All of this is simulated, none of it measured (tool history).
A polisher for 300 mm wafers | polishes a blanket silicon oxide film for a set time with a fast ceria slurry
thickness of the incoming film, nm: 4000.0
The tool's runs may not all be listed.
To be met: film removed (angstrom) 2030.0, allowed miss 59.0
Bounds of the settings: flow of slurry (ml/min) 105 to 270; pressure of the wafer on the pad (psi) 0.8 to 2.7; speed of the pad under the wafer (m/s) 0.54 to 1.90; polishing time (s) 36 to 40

| run | hour | flow of slurry (ml/min) | pressure of the wafer on the pad (psi) | speed of the pad under the wafer (m/s) | polishing time (s) | film removed (angstrom) |
|---|---|---|---|---|---|---|
| 1 | 0.0 | 175 | 1.7 | 1.22 | 40 | 3800.7 |
| 2 | 0.9 | 130 | 1.7 | 1.22 | 40 | 3648.7 |
| 3 | 8.6 | 115 | 1.7 | 1.22 | 40 | 3492.7 |
| 4 | 11.9 | 105 | 1.7 | 1.22 | 40 | 3426.1 |
| 5 | 20.0 | 105 | 1.6 | 1.22 | 40 | 3241.5 |
| 6 | 22.7 | 105 | 1.5 | 1.22 | 40 | 3113.3 |
| 7 | 27.0 | 105 | 1.5 | 1.22 | 40 | 3055.3 |
| 8 | 34.2 | 105 | 1.4 | 1.22 | 40 | 2865.7 |
| 9 | 40.9 | 105 | 0.9 | 1.20 | 40 | 1835.3 |
| 10 | 43.1 | 140 | 1.0 | 1.20 | 40 | 2174.7 |
| 11 | 47.9 | 135 | 1.0 | 1.20 | 40 | 2178.2 |
| 12 | 56.8 | 130 | 0.9 | 1.20 | 40 | 1971.4 |

5 next moves are on the table. One of them brings every result within its allowed miss. Which?
| A | 65.7 | 140 | 1.2 | 0.94 | 37 | ? |
| B | 65.7 | 150 | 1.0 | 1.02 | 39 | ? |
| C | 65.7 | 190 | 1.0 | 1.10 | 37 | ? |
| D | 65.7 | 130 | 0.9 | 1.30 | 39 | ? |
| E | 65.7 | 130 | 1.2 | 0.90 | 39 | ? |

| move | film removed (angstrom) |
|---|---|
| A | 1883.5 |
| B | 1827.7 |
| C | 1936.0 |
| D | 2035.9 |
| E | 1876.6 |
A: further off than the last run
B: further off than the last run
C: further off than the last run
D: meets every target
E: further off than the last run
Answer: D
